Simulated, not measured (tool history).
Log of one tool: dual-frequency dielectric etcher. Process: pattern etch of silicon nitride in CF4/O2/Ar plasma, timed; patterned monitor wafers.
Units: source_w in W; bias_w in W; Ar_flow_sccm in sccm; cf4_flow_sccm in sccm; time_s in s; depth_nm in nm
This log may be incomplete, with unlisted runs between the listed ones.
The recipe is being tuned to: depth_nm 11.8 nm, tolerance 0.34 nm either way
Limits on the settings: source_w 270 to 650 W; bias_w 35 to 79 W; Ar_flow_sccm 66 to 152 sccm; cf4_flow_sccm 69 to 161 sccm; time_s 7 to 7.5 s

run,hour,source_w,bias_w,Ar_flow_sccm,cf4_flow_sccm,time_s,depth_nm
1,0,460,57,109,115,7.5,15.676
2,2.8,440,57,109,115,7.5,14.919
3,8.8,480,57,109,115,7.5,16.141
4,16,520,57,109,115,7.5,17.838
5,23.4,520,57,93,115,7.5,18.18
6,26,520,57,93,102,7.5,17.821
7,34.8,490,57,93,102,7.5,16.669
8,36.4,460,57,93,102,7.5,15.535
9,40.9,440,57,93,102,7.5,14.786
10,44.5,420,57,93,102,7.5,14.189
11,49.6,410,57,93,102,7.5,13.923
12,51.2,400,57,93,102,7.5,13.422
13,56.5,390,57,93,102,7.5,13.113
14,64.6,380,57,93,102,7.5,12.797
15,73.6,370,57,93,102,7.5,12.404

5 candidate next runs follow, results not yet known. Just one meets every target within its allowed miss. Identify it.
A,82.6,390,61,85,99,7.5,?
B,82.6,350,66,94,111,7.5,?
C,82.6,360,64,84,95,7.5,?
D,82.6,380,55,100,104,7,?
E,82.6,420,56,94,92,7.5,?

move,depth_nm
A,13.619
B,12.59
C,12.731
D,11.645
E,13.931
A: its largest miss is bigger than the last run's
B: its largest miss is bigger than the last run's
C: its largest miss is bigger than the last run's
D: all results in spec
E: its largest miss is bigger than the last run's
D meets every target.
